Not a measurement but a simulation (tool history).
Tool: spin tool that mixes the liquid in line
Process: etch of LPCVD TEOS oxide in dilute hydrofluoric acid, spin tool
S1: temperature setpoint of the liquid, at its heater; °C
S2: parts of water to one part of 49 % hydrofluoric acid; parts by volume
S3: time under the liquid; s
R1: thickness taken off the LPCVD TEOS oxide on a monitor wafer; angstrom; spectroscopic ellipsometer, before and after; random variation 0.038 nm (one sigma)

run	hour	S1	S2	S3	R1
1	0.0	23.0	190	100	81.012
2	6.7	21.5	200	100	72.446
3	10.5	20.0	210	100	64.679
4	13.8	20.0	210	105	68.011
5	20.3	22.5	210	105	74.013
6	22.4	22.5	245	105	61.496

Forecast run 7:
7	26.1	21.0	245	105	?

R1: 58.043 angstrom

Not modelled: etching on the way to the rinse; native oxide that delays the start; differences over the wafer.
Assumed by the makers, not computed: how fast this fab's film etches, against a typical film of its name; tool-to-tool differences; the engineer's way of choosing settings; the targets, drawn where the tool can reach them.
